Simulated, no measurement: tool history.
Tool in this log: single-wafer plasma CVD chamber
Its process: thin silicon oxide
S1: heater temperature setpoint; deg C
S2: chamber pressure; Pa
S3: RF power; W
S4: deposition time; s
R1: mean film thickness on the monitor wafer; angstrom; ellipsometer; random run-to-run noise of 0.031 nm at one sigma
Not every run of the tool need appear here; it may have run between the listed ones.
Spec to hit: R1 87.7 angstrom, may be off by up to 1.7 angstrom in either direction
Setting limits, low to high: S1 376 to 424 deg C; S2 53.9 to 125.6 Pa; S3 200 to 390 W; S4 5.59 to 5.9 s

| run | hour | S1 | S2 | S3 | S4 | R1 |
|---|---|---|---|---|---|---|
| 1 | 0 | 400 | 89.7 | 295 | 5.9 | 96.47 |
| 2 | 6.9 | 400 | 88.1 | 295 | 5.9 | 95.372 |
| 3 | 15.1 | 400 | 86.7 | 295 | 5.9 | 93.82 |
| 4 | 16.4 | 400 | 73.1 | 295 | 5.9 | 79.259 |
| 5 | 23.7 | 392 | 73.1 | 295 | 5.9 | 79.064 |
| 6 | 27.4 | 392 | 73.1 | 275 | 5.9 | 78.038 |
| 7 | 35.9 | 392 | 75.1 | 275 | 5.9 | 80.558 |
| 8 | 41 | 392 | 75.1 | 275 | 5.9 | 80.335 |
| 9 | 48.6 | 392 | 76.5 | 275 | 5.9 | 81.367 |
| 10 | 56.4 | 392 | 77.7 | 275 | 5.9 | 83.391 |

Pick the move, out of 5, that brings all results within their allowed miss; only one does.
| A | 64.2 | 397 | 78.1 | 275 | 5.87 | ? |
| B | 64.2 | 391 | 78.7 | 280 | 5.87 | ? |
| C | 64.2 | 401 | 79.7 | 270 | 5.9 | ? |
| D | 64.2 | 404 | 82.8 | 250 | 5.67 | ? |
| E | 64.2 | 391 | 82.7 | 275 | 5.9 | ? |

| move | R1 |
|---|---|
| A | 82.256 |
| B | 83.555 |
| C | 83.679 |
| D | 81.631 |
| E | 87.727 |
A: its largest miss is bigger than the last run's
B: as far off as the last run
C: moves toward the targets from the last run without getting all of them in spec
D: its largest miss is bigger than the last run's
E: in spec on every target
The move that meets every target is E.

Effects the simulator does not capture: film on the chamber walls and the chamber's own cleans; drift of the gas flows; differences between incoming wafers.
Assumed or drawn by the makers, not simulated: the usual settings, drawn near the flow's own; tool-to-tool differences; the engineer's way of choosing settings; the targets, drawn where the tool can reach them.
